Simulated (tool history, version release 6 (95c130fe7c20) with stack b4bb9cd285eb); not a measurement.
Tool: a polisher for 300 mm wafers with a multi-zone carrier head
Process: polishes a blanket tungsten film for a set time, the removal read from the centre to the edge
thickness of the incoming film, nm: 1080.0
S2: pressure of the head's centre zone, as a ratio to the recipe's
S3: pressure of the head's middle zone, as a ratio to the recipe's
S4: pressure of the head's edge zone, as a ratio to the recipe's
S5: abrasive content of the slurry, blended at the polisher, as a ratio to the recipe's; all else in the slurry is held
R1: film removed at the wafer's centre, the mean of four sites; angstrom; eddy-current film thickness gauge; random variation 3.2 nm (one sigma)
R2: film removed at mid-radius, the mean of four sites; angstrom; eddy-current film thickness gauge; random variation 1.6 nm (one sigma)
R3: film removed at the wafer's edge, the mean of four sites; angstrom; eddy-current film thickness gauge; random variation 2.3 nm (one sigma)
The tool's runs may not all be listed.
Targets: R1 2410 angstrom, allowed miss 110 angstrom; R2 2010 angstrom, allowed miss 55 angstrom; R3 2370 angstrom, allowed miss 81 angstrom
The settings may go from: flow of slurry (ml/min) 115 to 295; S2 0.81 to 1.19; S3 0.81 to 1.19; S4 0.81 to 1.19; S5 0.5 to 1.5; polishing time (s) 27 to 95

run 1 hour=0 | flow_of_slurry_(ml/min)=190 S2=1 S3=1 S4=1 S5=1 polishing_time_(s)=61 | R1=2672.5 R2=2742 R3=2661.6
run 2 hour=3.9 | flow_of_slurry_(ml/min)=190 S2=1 S3=1 S4=1 S5=0.9 polishing_time_(s)=61 | R1=2542.2 R2=2663.9 R3=2640
run 3 hour=8.7 | flow_of_slurry_(ml/min)=150 S2=1 S3=1 S4=1 S5=0.9 polishing_time_(s)=61 | R1=2493.7 R2=2538 R3=2544.6
run 4 hour=11.3 | flow_of_slurry_(ml/min)=150 S2=1 S3=1 S4=0.97 S5=0.9 polishing_time_(s)=61 | R1=2531.5 R2=2559.8 R3=2564.8
run 5 hour=20.1 | flow_of_slurry_(ml/min)=150 S2=1 S3=1 S4=0.97 S5=0.9 polishing_time_(s)=71 | R1=2886 R2=2987.2 R3=2922.9
run 6 hour=27.1 | flow_of_slurry_(ml/min)=150 S2=1 S3=1 S4=0.97 S5=0.75 polishing_time_(s)=71 | R1=2632.1 R2=2807.1 R3=2735.2
run 7 hour=34.4 | flow_of_slurry_(ml/min)=145 S2=1.01 S3=0.97 S4=0.97 S5=0.7 polishing_time_(s)=71 | R1=2676.1 R2=2601.5 R3=2711
run 8 hour=43.2 | flow_of_slurry_(ml/min)=140 S2=0.95 S3=0.87 S4=0.87 S5=0.5 polishing_time_(s)=68 | R1=2120 R2=2049.6 R3=2118.9

5 next moves are on the table. One of them brings every result within its allowed miss. Which?
run A hour=52 | flow_of_slurry_(ml/min)=115 S2=0.98 S3=0.81 S4=1.15 S5=0.55 polishing_time_(s)=68 | R1=? R2=? R3=?
run B hour=52 | flow_of_slurry_(ml/min)=130 S2=0.94 S3=0.82 S4=0.98 S5=0.55 polishing_time_(s)=69 | R1=? R2=? R3=?
run C hour=52 | flow_of_slurry_(ml/min)=115 S2=0.98 S3=0.81 S4=1.04 S5=0.5 polishing_time_(s)=70 | R1=? R2=? R3=?
run D hour=52 | flow_of_slurry_(ml/min)=125 S2=0.91 S3=0.81 S4=0.97 S5=0.65 polishing_time_(s)=66 | R1=? R2=? R3=?
run E hour=52 | flow_of_slurry_(ml/min)=140 S2=1.04 S3=0.81 S4=0.95 S5=0.5 polishing_time_(s)=72 | R1=? R2=? R3=?

move=A R1=2157.6 R2=1934.5 R3=2553
move=B R1=2161.1 R2=2018.8 R3=2421.4
move=C R1=2137.7 R2=1917 R3=2404.4
move=D R1=2129.9 R2=2023.4 R3=2443.5
move=E R1=2382.7 R2=2027.9 R3=2414.2
A: takes the result that was furthest off past its target
B: brings the result that was furthest off to its target, and leaves another outside
C: brings the result that was furthest off to its target, and leaves another outside
D: brings the result that was furthest off to its target, and leaves another outside
E: meets every target
Move E is the one to make.
